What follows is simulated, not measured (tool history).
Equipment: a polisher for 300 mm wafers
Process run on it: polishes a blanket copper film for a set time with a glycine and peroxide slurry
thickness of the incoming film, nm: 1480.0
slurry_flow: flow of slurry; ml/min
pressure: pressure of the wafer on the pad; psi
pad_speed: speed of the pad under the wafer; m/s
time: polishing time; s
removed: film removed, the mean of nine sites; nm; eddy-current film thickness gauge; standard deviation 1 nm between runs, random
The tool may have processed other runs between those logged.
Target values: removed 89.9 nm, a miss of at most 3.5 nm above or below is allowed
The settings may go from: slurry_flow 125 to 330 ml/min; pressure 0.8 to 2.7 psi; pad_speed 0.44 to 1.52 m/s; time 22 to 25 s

run 1 hour=0 | slurry_flow=210 pressure=1.7 pad_speed=0.98 time=25 | removed=73.077
run 2 hour=4.1 | slurry_flow=210 pressure=1.7 pad_speed=0.98 time=22 | removed=65.232
run 3 hour=5 | slurry_flow=210 pressure=1.8 pad_speed=0.98 time=22 | removed=66.522
run 4 hour=6.1 | slurry_flow=210 pressure=1.9 pad_speed=1 time=22 | removed=69.264
run 5 hour=13.6 | slurry_flow=210 pressure=2 pad_speed=1.02 time=22 | removed=73.691
run 6 hour=18.6 | slurry_flow=210 pressure=2.1 pad_speed=1.02 time=22 | removed=76.39
run 7 hour=23.5 | slurry_flow=210 pressure=2.2 pad_speed=1.02 time=22 | removed=77.325
run 8 hour=30.1 | slurry_flow=210 pressure=2.3 pad_speed=1.02 time=22 | removed=81.29
run 9 hour=36.2 | slurry_flow=215 pressure=2.5 pad_speed=1.04 time=22 | removed=87.39

4 next moves are on the table. One of them brings every result within its allowed miss. Which?
run A hour=42.3 | slurry_flow=165 pressure=2.7 pad_speed=1 time=23 | removed=?
run B hour=42.3 | slurry_flow=215 pressure=2 pad_speed=1.04 time=24 | removed=?
run C hour=42.3 | slurry_flow=180 pressure=1.8 pad_speed=1.32 time=22 | removed=?
run D hour=42.3 | slurry_flow=170 pressure=2.6 pad_speed=1.26 time=22 | removed=?

move=A removed=88.864
move=B removed=81.676
move=C removed=81.417
move=D removed=98.647
A: each result inside its tolerance
B: misses by more than the last run did
C: misses by more than the last run did
D: takes the biggest miss from the last run beyond its target
Answer: A
